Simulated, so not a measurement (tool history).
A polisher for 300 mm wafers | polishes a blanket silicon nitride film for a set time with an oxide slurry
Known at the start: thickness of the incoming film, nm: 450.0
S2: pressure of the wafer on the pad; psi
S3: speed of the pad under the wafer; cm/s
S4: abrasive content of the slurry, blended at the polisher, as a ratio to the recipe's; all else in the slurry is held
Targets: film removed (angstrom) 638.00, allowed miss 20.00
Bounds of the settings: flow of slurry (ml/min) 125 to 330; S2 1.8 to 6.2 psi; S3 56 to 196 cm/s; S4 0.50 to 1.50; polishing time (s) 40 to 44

run 1 hour=0.0 | flow_of_slurry_(ml/min)=210 S2=4.0 S3=126 S4=1.00 polishing_time_(s)=44 | film_removed_(angstrom)=466.63
run 2 hour=0.7 | flow_of_slurry_(ml/min)=210 S2=4.0 S3=126 S4=1.20 polishing_time_(s)=44 | film_removed_(angstrom)=490.24
run 3 hour=9.2 | flow_of_slurry_(ml/min)=210 S2=4.1 S3=126 S4=1.20 polishing_time_(s)=44 | film_removed_(angstrom)=498.62
run 4 hour=17.4 | flow_of_slurry_(ml/min)=210 S2=4.2 S3=126 S4=1.20 polishing_time_(s)=44 | film_removed_(angstrom)=510.08
run 5 hour=24.1 | flow_of_slurry_(ml/min)=210 S2=4.2 S3=126 S4=1.20 polishing_time_(s)=40 | film_removed_(angstrom)=467.10
run 6 hour=32.2 | flow_of_slurry_(ml/min)=210 S2=4.2 S3=96 S4=1.20 polishing_time_(s)=40 | film_removed_(angstrom)=372.71
run 7 hour=36.0 | flow_of_slurry_(ml/min)=210 S2=4.4 S3=96 S4=1.20 polishing_time_(s)=40 | film_removed_(angstrom)=394.14
run 8 hour=41.3 | flow_of_slurry_(ml/min)=210 S2=4.6 S3=96 S4=1.20 polishing_time_(s)=40 | film_removed_(angstrom)=404.70
run 9 hour=44.6 | flow_of_slurry_(ml/min)=210 S2=4.8 S3=98 S4=1.20 polishing_time_(s)=40 | film_removed_(angstrom)=428.28
run 10 hour=47.6 | flow_of_slurry_(ml/min)=210 S2=4.9 S3=100 S4=1.20 polishing_time_(s)=40 | film_removed_(angstrom)=442.18
run 11 hour=55.3 | flow_of_slurry_(ml/min)=210 S2=5.0 S3=102 S4=1.20 polishing_time_(s)=40 | film_removed_(angstrom)=451.72
run 12 hour=57.9 | flow_of_slurry_(ml/min)=210 S2=5.1 S3=104 S4=1.20 polishing_time_(s)=40 | film_removed_(angstrom)=472.86
run 13 hour=61.4 | flow_of_slurry_(ml/min)=210 S2=5.2 S3=106 S4=1.20 polishing_time_(s)=40 | film_removed_(angstrom)=486.28
run 14 hour=64.5 | flow_of_slurry_(ml/min)=210 S2=5.3 S3=108 S4=1.20 polishing_time_(s)=40 | film_removed_(angstrom)=500.67
run 15 hour=71.0 | flow_of_slurry_(ml/min)=210 S2=5.4 S3=110 S4=1.20 polishing_time_(s)=40 | film_removed_(angstrom)=525.24
run 16 hour=72.6 | flow_of_slurry_(ml/min)=210 S2=5.5 S3=110 S4=1.20 polishing_time_(s)=40 | film_removed_(angstrom)=528.12
run 17 hour=75.0 | flow_of_slurry_(ml/min)=210 S2=5.6 S3=110 S4=1.20 polishing_time_(s)=40 | film_removed_(angstrom)=523.85
run 18 hour=76.8 | flow_of_slurry_(ml/min)=210 S2=5.7 S3=112 S4=1.20 polishing_time_(s)=40 | film_removed_(angstrom)=553.41
run 19 hour=82.5 | flow_of_slurry_(ml/min)=230 S2=6.2 S3=112 S4=1.20 polishing_time_(s)=40 | film_removed_(angstrom)=595.81

5 next moves are on the table. One of them brings every result within its allowed miss. Which?
run A hour=88.2 | flow_of_slurry_(ml/min)=250 S2=5.9 S3=110 S4=1.30 polishing_time_(s)=40 | film_removed_(angstrom)=?
run B hour=88.2 | flow_of_slurry_(ml/min)=210 S2=6.2 S3=106 S4=1.35 polishing_time_(s)=43 | film_removed_(angstrom)=?
run C hour=88.2 | flow_of_slurry_(ml/min)=275 S2=5.9 S3=102 S4=1.10 polishing_time_(s)=44 | film_removed_(angstrom)=?
run D hour=88.2 | flow_of_slurry_(ml/min)=255 S2=6.0 S3=102 S4=1.35 polishing_time_(s)=40 | film_removed_(angstrom)=?
run E hour=88.2 | flow_of_slurry_(ml/min)=250 S2=5.7 S3=118 S4=1.15 polishing_time_(s)=41 | film_removed_(angstrom)=?

move=A film_removed_(angstrom)=583.59
move=B film_removed_(angstrom)=632.91
move=C film_removed_(angstrom)=571.39
move=D film_removed_(angstrom)=566.34
move=E film_removed_(angstrom)=585.91
A: further off than the last run
B: meets every target
C: further off than the last run
D: further off than the last run
E: further off than the last run
Move B is the one to make.
